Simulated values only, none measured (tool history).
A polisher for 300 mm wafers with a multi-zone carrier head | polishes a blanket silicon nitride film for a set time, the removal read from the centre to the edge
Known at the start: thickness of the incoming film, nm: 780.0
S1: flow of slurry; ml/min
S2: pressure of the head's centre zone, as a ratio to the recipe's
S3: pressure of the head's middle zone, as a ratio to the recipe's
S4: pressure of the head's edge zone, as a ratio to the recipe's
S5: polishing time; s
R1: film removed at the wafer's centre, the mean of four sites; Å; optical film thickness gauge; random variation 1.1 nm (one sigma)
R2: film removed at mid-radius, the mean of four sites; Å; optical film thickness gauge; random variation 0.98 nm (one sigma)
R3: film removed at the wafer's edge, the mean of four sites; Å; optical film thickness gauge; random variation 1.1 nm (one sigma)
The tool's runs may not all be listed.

run	hour	S1	S2	S3	S4	S5	R1	R2	R3
1	0	120	1	1	1	45	616.48	621.87	620.21
2	1.8	120	0.92	1	1	45	564.29	605.11	624.24
3	9.9	120	0.92	1	1	34	431.79	471.13	460.66
4	17.7	120	0.92	1	1	45	559.44	621.56	619.78
5	22.2	120	0.92	1	1.06	45	560.25	624.2	631.6
6	24.6	120	0.92	1	1.02	45	563.3	616.28	609

The next listed run, before its measurement:
7	30.2	125	0.96	1.01	1.03	46	?	?	?

{"run 7": {"R1": 602.86, "R2": 637.06, "R3": 628.71}}
